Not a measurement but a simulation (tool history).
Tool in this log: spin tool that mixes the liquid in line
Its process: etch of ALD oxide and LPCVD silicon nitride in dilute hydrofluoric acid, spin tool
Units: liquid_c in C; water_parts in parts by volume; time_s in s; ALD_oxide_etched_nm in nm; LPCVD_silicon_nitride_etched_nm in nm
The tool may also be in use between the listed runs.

run	hour	liquid_c	water_parts	time_s	ALD_oxide_etched_nm	LPCVD_silicon_nitride_etched_nm
1	0.0	25	160	75	9.7889	0.23835
2	7.5	25	160	105	13.4860	0.32955
3	10.3	25	140	105	15.8000	0.37263
4	18.2	24	160	105	13.1310	0.30877
5	26.7	24	160	80	9.9178	0.20549
6	27.4	24	175	80	9.1503	0.22512

Forecast run 7:
7	34.9	23	185	80	?	?

Run 7 yielded ALD_oxide_etched_nm 8.1031 nm, LPCVD_silicon_nitride_etched_nm 0.19592 nm.
